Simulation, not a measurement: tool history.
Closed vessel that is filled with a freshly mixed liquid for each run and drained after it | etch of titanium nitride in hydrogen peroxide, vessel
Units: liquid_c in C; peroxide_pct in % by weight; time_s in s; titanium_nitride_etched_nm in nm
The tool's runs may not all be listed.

run 1 hour=0.0 | liquid_c=55.0 peroxide_pct=16 time_s=1240 | titanium_nitride_etched_nm=76.361
run 2 hour=2.0 | liquid_c=52.0 peroxide_pct=16 time_s=1240 | titanium_nitride_etched_nm=61.657
run 3 hour=10.3 | liquid_c=50.0 peroxide_pct=16 time_s=1240 | titanium_nitride_etched_nm=53.971
run 4 hour=18.3 | liquid_c=49.0 peroxide_pct=16 time_s=1240 | titanium_nitride_etched_nm=50.066
run 5 hour=26.5 | liquid_c=48.0 peroxide_pct=16 time_s=1240 | titanium_nitride_etched_nm=46.106
run 6 hour=28.4 | liquid_c=48.0 peroxide_pct=16 time_s=1240 | titanium_nitride_etched_nm=46.399

Run 7 comes next. What will it give?
run 7 hour=32.4 | liquid_c=47.5 peroxide_pct=16 time_s=1240 | titanium_nitride_etched_nm=?

{"run 7": {"titanium_nitride_etched_nm": 44.814}}
